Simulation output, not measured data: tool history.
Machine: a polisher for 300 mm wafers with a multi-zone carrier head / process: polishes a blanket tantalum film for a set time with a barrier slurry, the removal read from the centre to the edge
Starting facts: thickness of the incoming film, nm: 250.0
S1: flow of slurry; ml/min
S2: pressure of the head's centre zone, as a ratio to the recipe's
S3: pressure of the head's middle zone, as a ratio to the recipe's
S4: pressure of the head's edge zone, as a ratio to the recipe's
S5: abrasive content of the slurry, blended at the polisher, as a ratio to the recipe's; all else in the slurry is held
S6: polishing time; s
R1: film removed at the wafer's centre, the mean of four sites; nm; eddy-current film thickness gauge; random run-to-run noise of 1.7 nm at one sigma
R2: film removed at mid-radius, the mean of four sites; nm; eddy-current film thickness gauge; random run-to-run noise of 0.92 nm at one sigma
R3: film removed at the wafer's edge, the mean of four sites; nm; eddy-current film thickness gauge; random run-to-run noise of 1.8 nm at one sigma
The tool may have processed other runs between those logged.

run,hour,S1,S2,S3,S4,S5,S6,R1,R2,R3
1,0,270,1,1,1,1,53,98.569,98,96.259
2,1.1,275,0.99,1.02,1.03,1.1,54,100.73,103.02,101.05
3,2.7,275,0.99,1.06,1.03,1.1,54,99.525,106.19,103.09
4,8.6,280,1,1.08,1.04,1.15,55,104.95,110.96,106.64
5,9.6,285,1,1.1,1.05,1.2,56,110.49,117.66,108.79
6,14.2,245,1,1.1,1.05,1.2,56,104.57,115.65,110.76

Run 7 comes next. What will it give?
7,23,230,1.02,1.19,1.14,1.45,59,?,?,?

For run 7 the tool returned R1 118.76 nm, R2 134.32 nm, R3 125.25 nm.
